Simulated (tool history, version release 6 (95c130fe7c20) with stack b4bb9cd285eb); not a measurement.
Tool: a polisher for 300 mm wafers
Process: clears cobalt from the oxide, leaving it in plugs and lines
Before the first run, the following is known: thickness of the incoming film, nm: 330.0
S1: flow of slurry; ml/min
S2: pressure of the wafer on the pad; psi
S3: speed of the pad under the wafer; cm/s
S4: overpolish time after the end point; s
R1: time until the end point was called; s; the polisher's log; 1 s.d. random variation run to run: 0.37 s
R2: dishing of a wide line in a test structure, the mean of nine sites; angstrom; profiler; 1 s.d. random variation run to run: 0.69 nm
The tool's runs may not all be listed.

run 1 day=0 | S1=265 S2=2.4 S3=126 S4=11 | R1=44.188 R2=472.39
run 2 day=0.246 | S1=265 S2=3 S3=126 S4=11 | R1=35.641 R2=544.15
run 3 day=0.529 | S1=265 S2=3 S3=98 S4=11 | R1=45.923 R2=453.44
run 4 day=0.679 | S1=265 S2=3.3 S3=98 S4=11 | R1=41.876 R2=493.37
run 5 day=1.012 | S1=265 S2=3.3 S3=98 S4=8 | R1=42.506 R2=394.47
run 6 day=1.067 | S1=265 S2=3.4 S3=102 S4=8 | R1=39.2 R2=421.89
run 7 day=1.417 | S1=265 S2=3.5 S3=104 S4=8 | R1=37.447 R2=416.15

Run 8 has not been measured yet. What should we expect?
run 8 day=1.629 | S1=265 S2=3.5 S3=106 S4=8 | R1=? R2=?

R1: 36.398 s
R2: 430.37 angstrom

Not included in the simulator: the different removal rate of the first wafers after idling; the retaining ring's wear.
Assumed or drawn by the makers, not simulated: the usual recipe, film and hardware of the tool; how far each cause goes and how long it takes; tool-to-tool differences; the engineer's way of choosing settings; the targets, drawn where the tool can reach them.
